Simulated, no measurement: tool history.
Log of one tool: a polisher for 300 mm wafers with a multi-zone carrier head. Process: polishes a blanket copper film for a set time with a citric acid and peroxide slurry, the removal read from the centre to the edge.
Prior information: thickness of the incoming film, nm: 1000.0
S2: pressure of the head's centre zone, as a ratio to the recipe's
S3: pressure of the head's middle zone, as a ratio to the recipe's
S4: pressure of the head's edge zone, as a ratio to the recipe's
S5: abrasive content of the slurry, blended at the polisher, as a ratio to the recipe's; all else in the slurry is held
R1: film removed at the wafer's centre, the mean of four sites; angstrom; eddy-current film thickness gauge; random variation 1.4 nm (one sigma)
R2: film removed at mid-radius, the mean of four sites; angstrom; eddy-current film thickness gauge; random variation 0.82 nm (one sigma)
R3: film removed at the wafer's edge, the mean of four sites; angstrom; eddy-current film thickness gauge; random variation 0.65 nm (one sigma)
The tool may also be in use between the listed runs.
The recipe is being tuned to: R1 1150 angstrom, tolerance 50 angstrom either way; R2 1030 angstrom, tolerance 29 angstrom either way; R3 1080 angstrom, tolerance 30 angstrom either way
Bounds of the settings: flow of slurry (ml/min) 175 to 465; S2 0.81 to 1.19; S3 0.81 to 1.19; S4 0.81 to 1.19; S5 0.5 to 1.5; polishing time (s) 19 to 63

{"run": 1, "hour": 0.0, "flow of slurry (ml/min)": 295, "S2": 1, "S3": 1, "S4": 1, "S5": 1, "polishing time (s)": 41, "R1": 1207.9, "R2": 1148, "R3": 1207.4}
{"run": 2, "hour": 6.7, "flow of slurry (ml/min)": 295, "S2": 1, "S3": 1, "S4": 1, "S5": 1, "polishing time (s)": 31, "R1": 928.29, "R2": 879.64, "R3": 916.9}
{"run": 3, "hour": 8.1, "flow of slurry (ml/min)": 295, "S2": 1, "S3": 1, "S4": 0.95, "S5": 1, "polishing time (s)": 31, "R1": 906, "R2": 862.72, "R3": 897.08}
{"run": 4, "hour": 9.7, "flow of slurry (ml/min)": 300, "S2": 1.01, "S3": 1.01, "S4": 0.99, "S5": 1.05, "polishing time (s)": 31, "R1": 932.95, "R2": 891.66, "R3": 914.06}
{"run": 5, "hour": 16.7, "flow of slurry (ml/min)": 300, "S2": 1.02, "S3": 1, "S4": 1.02, "S5": 1.15, "polishing time (s)": 32, "R1": 993.27, "R2": 929.73, "R3": 994.1}
{"run": 6, "hour": 19.7, "flow of slurry (ml/min)": 300, "S2": 1.02, "S3": 1, "S4": 1.02, "S5": 1.35, "polishing time (s)": 32, "R1": 1009.4, "R2": 946.02, "R3": 1013.8}
{"run": 7, "hour": 23.1, "flow of slurry (ml/min)": 310, "S2": 1.04, "S3": 1.01, "S4": 1.03, "S5": 1.35, "polishing time (s)": 32, "R1": 1013.2, "R2": 970.55, "R3": 1028.7}
{"run": 8, "hour": 29.8, "flow of slurry (ml/min)": 315, "S2": 1.07, "S3": 1.01, "S4": 1.03, "S5": 1.35, "polishing time (s)": 32, "R1": 1048.3, "R2": 963.89, "R3": 1022.2}
{"run": 9, "hour": 35.2, "flow of slurry (ml/min)": 320, "S2": 1.09, "S3": 1.02, "S4": 1.04, "S5": 1.35, "polishing time (s)": 32, "R1": 1099.6, "R2": 985.62, "R3": 1024.3}
{"run": 10, "hour": 35.9, "flow of slurry (ml/min)": 325, "S2": 1.09, "S3": 1.02, "S4": 1.05, "S5": 1.35, "polishing time (s)": 32, "R1": 1080.2, "R2": 964.29, "R3": 1022}
{"run": 11, "hour": 43.3, "flow of slurry (ml/min)": 325, "S2": 1.1, "S3": 1.03, "S4": 1.06, "S5": 1.4, "polishing time (s)": 32, "R1": 1091.6, "R2": 992.19, "R3": 1046.5}
{"run": 12, "hour": 46.3, "flow of slurry (ml/min)": 325, "S2": 1.11, "S3": 1.03, "S4": 1.07, "S5": 1.4, "polishing time (s)": 32, "R1": 1115.1, "R2": 1002, "R3": 1044.9}
{"run": 13, "hour": 55.2, "flow of slurry (ml/min)": 325, "S2": 1.11, "S3": 1.03, "S4": 1.08, "S5": 1.4, "polishing time (s)": 32, "R1": 1094.1, "R2": 994.07, "R3": 1051.9}
{"run": 14, "hour": 61.6, "flow of slurry (ml/min)": 330, "S2": 1.12, "S3": 1.03, "S4": 1.08, "S5": 1.4, "polishing time (s)": 32, "R1": 1105.1, "R2": 1000.9, "R3": 1054.7}
{"run": 15, "hour": 65.8, "flow of slurry (ml/min)": 330, "S2": 1.13, "S3": 1.03, "S4": 1.08, "S5": 1.4, "polishing time (s)": 32, "R1": 1130.2, "R2": 997.08, "R3": 1048.5}
{"run": 16, "hour": 73.0, "flow of slurry (ml/min)": 330, "S2": 1.13, "S3": 1.03, "S4": 1.09, "S5": 1.4, "polishing time (s)": 32, "R1": 1125.9, "R2": 986.42, "R3": 1055.3}

Which one of the following 4 next-run settings gets every result inside its allowed miss? There is exactly one.
{"run": "A", "hour": 80.2, "flow of slurry (ml/min)": 250, "S2": 1.19, "S3": 0.92, "S4": 1.11, "S5": 1.3, "polishing time (s)": 34, "R1": "?", "R2": "?", "R3": "?"}
{"run": "B", "hour": 80.2, "flow of slurry (ml/min)": 335, "S2": 1.1, "S3": 0.92, "S4": 1.17, "S5": 1.3, "polishing time (s)": 32, "R1": "?", "R2": "?", "R3": "?"}
{"run": "C", "hour": 80.2, "flow of slurry (ml/min)": 375, "S2": 1.14, "S3": 1.04, "S4": 1.09, "S5": 1.45, "polishing time (s)": 32, "R1": "?", "R2": "?", "R3": "?"}
{"run": "D", "hour": 80.2, "flow of slurry (ml/min)": 410, "S2": 1.13, "S3": 1.14, "S4": 1.06, "S5": 1.3, "polishing time (s)": 31, "R1": "?", "R2": "?", "R3": "?"}

move=A R1=1143 R2=926.37 R3=1092.8
move=B R1=1049.9 R2=900.9 R3=1082.7
move=C R1=1114.2 R2=1029.4 R3=1072.5
move=D R1=1059.3 R2=1064.3 R3=1008.1
A: misses by more than the last run did
B: misses by more than the last run did
C: each result inside its tolerance
D: takes the biggest miss from the last run beyond its target
C is the move that brings every result within its allowed miss.
